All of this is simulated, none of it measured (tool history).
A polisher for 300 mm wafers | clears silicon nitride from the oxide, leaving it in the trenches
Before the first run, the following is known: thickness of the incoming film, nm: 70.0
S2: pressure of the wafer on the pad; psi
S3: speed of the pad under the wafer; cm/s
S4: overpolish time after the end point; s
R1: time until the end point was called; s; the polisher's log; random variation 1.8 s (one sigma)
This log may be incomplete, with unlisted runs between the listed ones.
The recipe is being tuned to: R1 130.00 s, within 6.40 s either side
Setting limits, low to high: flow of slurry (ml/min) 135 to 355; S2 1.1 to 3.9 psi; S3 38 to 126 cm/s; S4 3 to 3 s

Run 1, day 0.000: flow of slurry (ml/min) 225, S2 2.5 psi, S3 82 cm/s, S4 3 s. Result: R1 112.87 s.
Run 2, day 0.058: flow of slurry (ml/min) 225, S2 2.5 psi, S3 62 cm/s, S4 3 s. Result: R1 138.35 s.
Run 3, day 0.300: flow of slurry (ml/min) 175, S2 2.5 psi, S3 62 cm/s, S4 3 s. Result: R1 147.25 s.
Run 4, day 0.546: flow of slurry (ml/min) 180, S2 2.5 psi, S3 62 cm/s, S4 3 s. Result: R1 146.47 s.
Run 5, day 0.638: flow of slurry (ml/min) 180, S2 2.5 psi, S3 52 cm/s, S4 3 s. Result: R1 167.49 s.
Run 6, day 0.829: flow of slurry (ml/min) 180, S2 1.9 psi, S3 52 cm/s, S4 3 s. Result: R1 200.04 s.
Run 7, day 1.067: flow of slurry (ml/min) 185, S2 2.0 psi, S3 52 cm/s, S4 3 s. Result: R1 188.21 s.
Run 8, day 1.221: flow of slurry (ml/min) 190, S2 2.1 psi, S3 52 cm/s, S4 3 s. Result: R1 181.80 s.
Run 9, day 1.412: flow of slurry (ml/min) 195, S2 2.2 psi, S3 52 cm/s, S4 3 s. Result: R1 182.00 s.
Run 10, day 1.575: flow of slurry (ml/min) 195, S2 2.3 psi, S3 52 cm/s, S4 3 s. Result: R1 172.83 s.
Run 11, day 1.733: flow of slurry (ml/min) 200, S2 2.4 psi, S3 52 cm/s, S4 3 s. Result: R1 169.79 s.
Run 12, day 1.762: flow of slurry (ml/min) 200, S2 2.5 psi, S3 52 cm/s, S4 3 s. Result: R1 158.64 s.
Run 13, day 2.075: flow of slurry (ml/min) 205, S2 2.5 psi, S3 52 cm/s, S4 3 s. Result: R1 161.76 s.
At day 2.346: worn pad replaced by a new one.
Run 14, day 2.346: flow of slurry (ml/min) 205, S2 2.6 psi, S3 52 cm/s, S4 3 s. Result: R1 137.54 s.
Run 15, day 2.479: flow of slurry (ml/min) 215, S2 2.6 psi, S3 52 cm/s, S4 3 s. Result: R1 138.16 s.
Run 16, day 2.792: flow of slurry (ml/min) 225, S2 2.6 psi, S3 52 cm/s, S4 3 s. Result: R1 137.69 s.

Below are 4 possible settings for the next run. Only one of them brings all results inside the allowed miss of their targets. Which is it?
Run A, day 3.104: flow of slurry (ml/min) 240, S2 3.3 psi, S3 48 cm/s, S4 3 s. Result: R1 ?.
Run B, day 3.104: flow of slurry (ml/min) 205, S2 2.5 psi, S3 52 cm/s, S4 3 s. Result: R1 ?.
Run C, day 3.104: flow of slurry (ml/min) 235, S2 2.4 psi, S3 60 cm/s, S4 3 s. Result: R1 ?.
Run D, day 3.104: flow of slurry (ml/min) 250, S2 2.6 psi, S3 44 cm/s, S4 3 s. Result: R1 ?.

move      R1
   A  118.87
   B  143.22
   C  131.69
   D  150.70
A: moves the result that the last run missed by most past its target, out the other side
B: the biggest miss grows against the last run
C: all results land within tolerance of their targets
D: the biggest miss grows against the last run
Answer: C

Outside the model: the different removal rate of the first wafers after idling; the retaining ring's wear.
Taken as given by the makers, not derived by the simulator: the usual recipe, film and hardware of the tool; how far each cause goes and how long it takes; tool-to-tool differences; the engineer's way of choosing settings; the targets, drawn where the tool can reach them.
